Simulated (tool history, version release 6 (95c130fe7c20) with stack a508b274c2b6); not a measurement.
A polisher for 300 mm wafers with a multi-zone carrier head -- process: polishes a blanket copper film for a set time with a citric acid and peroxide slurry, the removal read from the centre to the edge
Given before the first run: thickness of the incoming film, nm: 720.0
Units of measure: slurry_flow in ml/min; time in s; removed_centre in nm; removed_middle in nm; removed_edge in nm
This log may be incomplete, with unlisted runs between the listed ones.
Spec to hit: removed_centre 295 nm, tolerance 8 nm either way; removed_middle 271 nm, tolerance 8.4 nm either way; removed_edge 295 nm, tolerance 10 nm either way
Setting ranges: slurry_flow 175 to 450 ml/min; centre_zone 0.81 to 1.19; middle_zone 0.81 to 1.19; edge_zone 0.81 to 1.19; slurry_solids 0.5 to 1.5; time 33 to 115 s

{"run": 1, "hour": 0.0, "slurry_flow": 290, "centre_zone": 1, "middle_zone": 1, "edge_zone": 1, "slurry_solids": 1, "time": 73, "removed_centre": 263.19, "removed_middle": 259.52, "removed_edge": 268.93}
{"run": 2, "hour": 1.6, "slurry_flow": 290, "centre_zone": 1, "middle_zone": 1, "edge_zone": 1, "slurry_solids": 1.2, "time": 73, "removed_centre": 273.83, "removed_middle": 268.49, "removed_edge": 279.63}
{"run": 3, "hour": 7.8, "slurry_flow": 290, "centre_zone": 1, "middle_zone": 1.08, "edge_zone": 1, "slurry_solids": 1.2, "time": 73, "removed_centre": 273.29, "removed_middle": 286.04, "removed_edge": 275.51}
{"run": 4, "hour": 9.1, "slurry_flow": 290, "centre_zone": 0.94, "middle_zone": 1.08, "edge_zone": 1, "slurry_solids": 1.2, "time": 73, "removed_centre": 256.78, "removed_middle": 290.78, "removed_edge": 279.39}
{"run": 5, "hour": 12.4, "slurry_flow": 250, "centre_zone": 0.94, "middle_zone": 1.08, "edge_zone": 1, "slurry_solids": 1.2, "time": 73, "removed_centre": 250.48, "removed_middle": 288.07, "removed_edge": 273.19}
{"run": 6, "hour": 14.9, "slurry_flow": 250, "centre_zone": 0.9, "middle_zone": 1.08, "edge_zone": 1, "slurry_solids": 1.2, "time": 73, "removed_centre": 243.61, "removed_middle": 285.49, "removed_edge": 274.97}
{"run": 7, "hour": 18.7, "slurry_flow": 275, "centre_zone": 0.94, "middle_zone": 1.06, "edge_zone": 1.01, "slurry_solids": 1.2, "time": 73, "removed_centre": 254.99, "removed_middle": 281.93, "removed_edge": 275.9}
{"run": 8, "hour": 27.1, "slurry_flow": 290, "centre_zone": 0.96, "middle_zone": 1.04, "edge_zone": 1.03, "slurry_solids": 1.25, "time": 73, "removed_centre": 265.41, "removed_middle": 283.51, "removed_edge": 285.78}
{"run": 9, "hour": 28.8, "slurry_flow": 305, "centre_zone": 0.98, "middle_zone": 1.02, "edge_zone": 1.04, "slurry_solids": 1.25, "time": 73, "removed_centre": 271.87, "removed_middle": 283.74, "removed_edge": 286.5}
{"run": 10, "hour": 35.7, "slurry_flow": 310, "centre_zone": 1, "middle_zone": 1, "edge_zone": 1.05, "slurry_solids": 1.25, "time": 73, "removed_centre": 279.94, "removed_middle": 275.89, "removed_edge": 294.66}

Which one of the following 4 next-run settings gets every result inside its allowed miss? There is exactly one.
{"run": "A", "hour": 42.6, "slurry_flow": 335, "centre_zone": 0.96, "middle_zone": 1.01, "edge_zone": 1.1, "slurry_solids": 1.25, "time": 72, "removed_centre": "?", "removed_middle": "?", "removed_edge": "?"}
{"run": "B", "hour": 42.6, "slurry_flow": 330, "centre_zone": 0.98, "middle_zone": 0.96, "edge_zone": 1.12, "slurry_solids": 1.15, "time": 73, "removed_centre": "?", "removed_middle": "?", "removed_edge": "?"}
{"run": "C", "hour": 42.6, "slurry_flow": 185, "centre_zone": 1.14, "middle_zone": 1.07, "edge_zone": 1.19, "slurry_solids": 1.2, "time": 74, "removed_centre": "?", "removed_middle": "?", "removed_edge": "?"}
{"run": "D", "hour": 42.6, "slurry_flow": 315, "centre_zone": 0.95, "middle_zone": 0.95, "edge_zone": 1, "slurry_solids": 1.35, "time": 72, "removed_centre": "?", "removed_middle": "?", "removed_edge": "?"}

move=A removed_centre=265.06 removed_middle=272.52 removed_edge=291.36
move=B removed_centre=269.03 removed_middle=259.66 removed_edge=292.73
move=C removed_centre=293.62 removed_middle=268.62 removed_edge=290.66
move=D removed_centre=264.82 removed_middle=261.66 removed_edge=281.54
A: misses by more than the last run did
B: misses by more than the last run did
C: in spec on every target
D: misses by more than the last run did
So the answer is move C, the one that meets all the targets.

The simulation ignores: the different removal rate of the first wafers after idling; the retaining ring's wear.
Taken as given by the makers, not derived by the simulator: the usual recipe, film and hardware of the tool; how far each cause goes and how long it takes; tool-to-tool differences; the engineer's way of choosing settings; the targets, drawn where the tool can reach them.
